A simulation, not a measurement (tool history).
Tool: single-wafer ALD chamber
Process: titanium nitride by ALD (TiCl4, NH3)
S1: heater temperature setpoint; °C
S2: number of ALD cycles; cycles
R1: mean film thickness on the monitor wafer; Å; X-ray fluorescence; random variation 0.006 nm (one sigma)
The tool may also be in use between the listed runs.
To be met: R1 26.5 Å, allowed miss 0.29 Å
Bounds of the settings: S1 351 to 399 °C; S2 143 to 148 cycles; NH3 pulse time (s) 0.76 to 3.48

run 1 day=0 | S1=375 S2=143 NH3_pulse_time_(s)=2.12 | R1=29.422
run 2 day=0.333 | S1=375 S2=148 NH3_pulse_time_(s)=2.12 | R1=30.337
run 3 day=0.633 | S1=370 S2=147 NH3_pulse_time_(s)=1.84 | R1=29.496
run 4 day=0.879 | S1=370 S2=147 NH3_pulse_time_(s)=1.24 | R1=28.7
run 5 day=0.929 | S1=365 S2=147 NH3_pulse_time_(s)=1.24 | R1=28.201
run 6 day=1.242 | S1=363 S2=146 NH3_pulse_time_(s)=1.24 | R1=27.942
run 7 day=1.508 | S1=361 S2=145 NH3_pulse_time_(s)=1.2 | R1=27.477
run 8 day=1.725 | S1=360 S2=145 NH3_pulse_time_(s)=1.19 | R1=27.341
run 9 day=1.938 | S1=359 S2=145 NH3_pulse_time_(s)=1.19 | R1=27.34
run 10 day=2.104 | S1=358 S2=145 NH3_pulse_time_(s)=1.18 | R1=27.058
run 11 day=2.333 | S1=357 S2=145 NH3_pulse_time_(s)=1.18 | R1=27.091
run 12 day=2.708 | S1=356 S2=145 NH3_pulse_time_(s)=1.18 | R1=26.87
run 13 day=3.042 | S1=355 S2=145 NH3_pulse_time_(s)=1.18 | R1=26.817

4 next moves are on the table. One of them brings every result within its allowed miss. Which?
run A day=3.375 | S1=359 S2=146 NH3_pulse_time_(s)=1.18 | R1=?
run B day=3.375 | S1=356 S2=145 NH3_pulse_time_(s)=1.25 | R1=?
run C day=3.375 | S1=351 S2=145 NH3_pulse_time_(s)=1.26 | R1=?
run D day=3.375 | S1=354 S2=146 NH3_pulse_time_(s)=1.33 | R1=?

move=A R1=27.44
move=B R1=27.155
move=C R1=26.615
move=D R1=27.356
A: further off than the last run
B: further off than the last run
C: meets every target
D: further off than the last run
The right move is C.
